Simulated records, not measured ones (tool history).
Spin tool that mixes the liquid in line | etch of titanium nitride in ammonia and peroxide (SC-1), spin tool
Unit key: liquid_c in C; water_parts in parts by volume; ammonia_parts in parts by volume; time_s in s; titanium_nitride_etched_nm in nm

Run 1, hour 0.0: liquid_c 56.0 C, water_parts 6 parts by volume, ammonia_parts 0.55 parts by volume, time_s 285 s. Result: titanium_nitride_etched_nm 28.781 nm.
Run 2, hour 8.3: liquid_c 56.0 C, water_parts 6 parts by volume, ammonia_parts 0.45 parts by volume, time_s 285 s. Result: titanium_nitride_etched_nm 27.778 nm.
Run 3, hour 15.8: liquid_c 52.0 C, water_parts 6 parts by volume, ammonia_parts 0.45 parts by volume, time_s 285 s. Result: titanium_nitride_etched_nm 21.340 nm.
Run 4, hour 20.9: liquid_c 55.0 C, water_parts 6 parts by volume, ammonia_parts 0.45 parts by volume, time_s 285 s. Result: titanium_nitride_etched_nm 26.266 nm.
Run 5, hour 24.7: liquid_c 55.0 C, water_parts 6 parts by volume, ammonia_parts 0.30 parts by volume, time_s 285 s. Result: titanium_nitride_etched_nm 24.313 nm.
Run 6, hour 30.9: liquid_c 57.5 C, water_parts 6 parts by volume, ammonia_parts 0.30 parts by volume, time_s 285 s. Result: titanium_nitride_etched_nm 28.670 nm.
Run 7, hour 34.9: liquid_c 59.5 C, water_parts 6 parts by volume, ammonia_parts 0.30 parts by volume, time_s 285 s. Result: titanium_nitride_etched_nm 32.829 nm.
Run 8, hour 36.3: liquid_c 61.0 C, water_parts 6 parts by volume, ammonia_parts 0.30 parts by volume, time_s 285 s. Result: titanium_nitride_etched_nm 36.178 nm.
Run 9, hour 39.1: liquid_c 62.0 C, water_parts 6 parts by volume, ammonia_parts 0.30 parts by volume, time_s 285 s. Result: titanium_nitride_etched_nm 38.805 nm.
Run 10, hour 40.4: liquid_c 62.0 C, water_parts 6 parts by volume, ammonia_parts 0.30 parts by volume, time_s 285 s. Result: titanium_nitride_etched_nm 38.584 nm.
Run 11, hour 49.1: liquid_c 63.0 C, water_parts 6 parts by volume, ammonia_parts 0.30 parts by volume, time_s 285 s. Result: titanium_nitride_etched_nm 41.377 nm.

What will run 12 give?
Run 12, hour 57.6: liquid_c 63.5 C, water_parts 6 parts by volume, ammonia_parts 0.30 parts by volume, time_s 285 s. Result: titanium_nitride_etched_nm ?.

Logged for run 12: titanium_nitride_etched_nm 43.049 nm.
